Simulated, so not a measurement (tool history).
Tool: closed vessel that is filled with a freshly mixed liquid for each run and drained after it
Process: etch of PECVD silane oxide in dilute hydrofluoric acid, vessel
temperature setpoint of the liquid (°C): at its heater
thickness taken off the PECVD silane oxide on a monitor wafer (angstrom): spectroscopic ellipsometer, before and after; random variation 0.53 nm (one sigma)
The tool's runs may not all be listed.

run	hour	temperature setpoint of the liquid (°C)	parts of water to one part of 49 % hydrofluoric acid (parts by volume)	time in the liquid (s)	thickness taken off the PECVD silane oxide on a monitor wafer (angstrom)
1	0.0	21.0	120	65	221.26
2	5.2	22.5	120	65	233.74
3	9.2	22.5	120	50	179.68
4	9.9	23.5	105	50	220.81
5	16.4	23.5	75	50	314.33
6	20.7	23.5	75	65	410.58
7	25.2	24.0	70	65	457.54
8	29.5	24.5	70	65	463.38
9	36.6	25.0	70	65	469.44
10	44.6	25.5	70	65	480.95
11	51.1	26.0	70	65	490.49
12	55.2	29.0	60	65	659.87

Run 13 comes next. What will it give?
13	57.8	28.0	60	65	?

thickness taken off the PECVD silane oxide on a monitor wafer (angstrom): 638.05
